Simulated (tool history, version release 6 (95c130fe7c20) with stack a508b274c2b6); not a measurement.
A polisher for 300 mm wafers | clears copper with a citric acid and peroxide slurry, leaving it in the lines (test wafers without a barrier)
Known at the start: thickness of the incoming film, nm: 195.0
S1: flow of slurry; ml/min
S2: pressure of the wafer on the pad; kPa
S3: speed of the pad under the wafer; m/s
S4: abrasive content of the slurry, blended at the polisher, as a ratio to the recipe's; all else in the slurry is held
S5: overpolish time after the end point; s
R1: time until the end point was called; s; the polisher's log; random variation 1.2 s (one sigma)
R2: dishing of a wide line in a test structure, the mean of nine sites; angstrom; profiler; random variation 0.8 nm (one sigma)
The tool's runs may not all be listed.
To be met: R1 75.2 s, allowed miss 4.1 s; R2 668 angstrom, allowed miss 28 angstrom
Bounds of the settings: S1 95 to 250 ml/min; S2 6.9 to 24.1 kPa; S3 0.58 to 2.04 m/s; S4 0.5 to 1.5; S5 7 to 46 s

run    day   S1    S2    S3  S4  S5      R1      R2
  1      0  160  15.2   1.3   1  24  112.53  317.87
  2  0.317  160  15.2   1.3   1  28  111.98  367.27
  3  0.554  160  15.2  1.44   1  28  99.508  399.16
  4   0.85  160  18.6  1.44   1  28  86.981  461.68
  5  0.904  160  19.3  1.44   1  29  82.304  476.37
  6  1.188  125  19.3  1.44   1  29  84.422  464.87
  7  1.462  125    20  1.44   1  31  82.687  501.39
  8  1.758  130    20  1.44   1  32  81.855  528.77
  9  2.083  150  21.4  1.44   1  37  76.969  629.25
 10  2.258  150  21.4  1.44   1  38  74.826   629.7

Which of these 5 next moves meets every target?
  A  2.433  150  18.6  1.54   1.2  36   ?   ?
  B  2.433  135  22.1  1.46  0.95  34   ?   ?
  C  2.433  145  22.8  1.42     1  40   ?   ?
  D  2.433  250  24.1  1.16   1.1  35   ?   ?
  E  2.433  135  22.8  1.62  0.85  32   ?   ?

move      R1      R2
   A  78.081  601.21
   B  76.707  592.71
   C  75.023   678.9
   D   79.44  594.63
   E  69.351  611.85
A: further off than the last run
B: further off than the last run
C: meets every target
D: further off than the last run
E: further off than the last run
The right move is C.
